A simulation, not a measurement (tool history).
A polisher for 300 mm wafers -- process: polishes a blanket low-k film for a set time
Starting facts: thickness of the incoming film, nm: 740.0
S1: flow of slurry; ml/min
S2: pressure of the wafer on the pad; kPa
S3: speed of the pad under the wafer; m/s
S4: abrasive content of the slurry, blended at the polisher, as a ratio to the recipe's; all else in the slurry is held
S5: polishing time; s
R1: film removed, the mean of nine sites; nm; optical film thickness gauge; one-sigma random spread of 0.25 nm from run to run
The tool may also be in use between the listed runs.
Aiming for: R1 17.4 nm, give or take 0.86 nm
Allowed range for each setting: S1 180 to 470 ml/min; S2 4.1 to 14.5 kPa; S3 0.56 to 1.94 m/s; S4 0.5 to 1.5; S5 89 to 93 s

run	day	S1	S2	S3	S4	S5	R1
1	0	300	9	1.24	1	89	29.18
2	0.196	300	11	1.24	1	89	34.715
3	0.396	345	11	1.24	1	89	35.973
4	0.658	340	9	1.2	1	89	28.744
5	0.892	400	9	1.2	1	89	29.813
6	1.083	400	9	1.2	1.2	89	30.45
7	1.371	400	7.6	1.14	1.2	89	24.988
8	1.662	400	4.8	1.1	1.2	89	16.05
9	1.712	400	5.5	1.1	1.2	89	18.141

Next run, 5 choices. One meets every target within its allowed miss, the rest don't. Which?
A	1.762	430	6.2	0.92	1.5	89	?
B	1.762	370	4.8	1.3	1.35	90	?
C	1.762	430	5.5	1.22	1	92	?
D	1.762	430	5.5	1.2	1.05	91	?
E	1.762	370	5.5	0.96	1.2	93	?

move	R1
A	19.66
B	18.489
C	18.631
D	18.586
E	17.232
A: moves away from the targets compared with the last run
B: moves away from the targets compared with the last run
C: moves away from the targets compared with the last run
D: moves away from the targets compared with the last run
E: hits every target within its allowed miss
So the answer is move E, the one that meets all the targets.
